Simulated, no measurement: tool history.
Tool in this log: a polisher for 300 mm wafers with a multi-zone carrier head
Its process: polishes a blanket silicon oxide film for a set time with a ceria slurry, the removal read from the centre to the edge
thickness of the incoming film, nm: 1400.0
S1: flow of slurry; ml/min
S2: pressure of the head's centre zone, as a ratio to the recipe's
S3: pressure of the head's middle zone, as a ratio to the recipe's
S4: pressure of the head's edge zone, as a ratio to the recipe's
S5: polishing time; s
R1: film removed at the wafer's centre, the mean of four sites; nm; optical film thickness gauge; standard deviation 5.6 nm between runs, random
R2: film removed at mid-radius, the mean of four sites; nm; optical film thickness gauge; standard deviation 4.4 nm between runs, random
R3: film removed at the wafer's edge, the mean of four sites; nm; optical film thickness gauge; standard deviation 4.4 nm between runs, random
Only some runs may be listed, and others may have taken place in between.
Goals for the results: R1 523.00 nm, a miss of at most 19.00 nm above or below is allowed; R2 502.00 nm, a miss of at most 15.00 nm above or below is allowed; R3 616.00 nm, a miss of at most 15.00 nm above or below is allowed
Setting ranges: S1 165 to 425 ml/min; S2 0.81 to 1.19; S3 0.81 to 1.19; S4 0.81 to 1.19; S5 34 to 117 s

{"run": 1, "day": 0.0, "S1": 275, "S2": 1.0, "S3": 1.0, "S4": 1.0, "S5": 75, "R1": 479.01, "R2": 476.63, "R3": 500.5}
{"run": 2, "day": 0.225, "S1": 280, "S2": 1.0, "S3": 0.99, "S4": 1.03, "S5": 76, "R1": 491.95, "R2": 478.5, "R3": 515.35}
{"run": 3, "day": 0.412, "S1": 285, "S2": 0.99, "S3": 0.98, "S4": 1.06, "S5": 77, "R1": 493.59, "R2": 471.6, "R3": 527.38}
{"run": 4, "day": 0.529, "S1": 285, "S2": 1.06, "S3": 0.98, "S4": 1.06, "S5": 77, "R1": 538.0, "R2": 484.37, "R3": 526.06}
{"run": 5, "day": 0.829, "S1": 290, "S2": 1.04, "S3": 0.98, "S4": 1.08, "S5": 78, "R1": 532.69, "R2": 483.63, "R3": 543.32}
{"run": 6, "day": 0.896, "S1": 290, "S2": 1.1, "S3": 0.98, "S4": 1.08, "S5": 78, "R1": 557.18, "R2": 488.71, "R3": 539.52}
{"run": 7, "day": 1.242, "S1": 295, "S2": 1.07, "S3": 0.98, "S4": 1.1, "S5": 79, "R1": 544.2, "R2": 495.05, "R3": 559.27}
{"run": 8, "day": 1.371, "S1": 300, "S2": 1.06, "S3": 0.98, "S4": 1.11, "S5": 79, "R1": 543.24, "R2": 490.95, "R3": 555.74}
{"run": 9, "day": 1.512, "S1": 300, "S2": 1.04, "S3": 0.98, "S4": 1.12, "S5": 80, "R1": 538.28, "R2": 496.24, "R3": 570.97}

Which single option among these 4 for the next run brings every result within its allowed miss of target? Just one does.
{"run": "A", "day": 1.654, "S1": 305, "S2": 0.96, "S3": 0.93, "S4": 1.19, "S5": 84, "R1": "?", "R2": "?", "R3": "?"}
{"run": "B", "day": 1.654, "S1": 345, "S2": 1.06, "S3": 0.93, "S4": 1.19, "S5": 79, "R1": "?", "R2": "?", "R3": "?"}
{"run": "C", "day": 1.654, "S1": 270, "S2": 0.92, "S3": 0.97, "S4": 1.19, "S5": 88, "R1": "?", "R2": "?", "R3": "?"}
{"run": "D", "day": 1.654, "S1": 280, "S2": 1.01, "S3": 0.82, "S4": 1.19, "S5": 88, "R1": "?", "R2": "?", "R3": "?"}

move=A R1=529.48 R2=501.37 R3=618.08
move=B R1=556.11 R2=475.80 R3=585.55
move=C R1=525.53 R2=538.66 R3=642.15
move=D R1=578.77 R2=469.93 R3=644.97
A: all results land within tolerance of their targets
B: an improvement on the last run, though not all results are within tolerance
C: pushes the last run's worst result past its target
D: pushes the last run's worst result past its target
The right move is A.
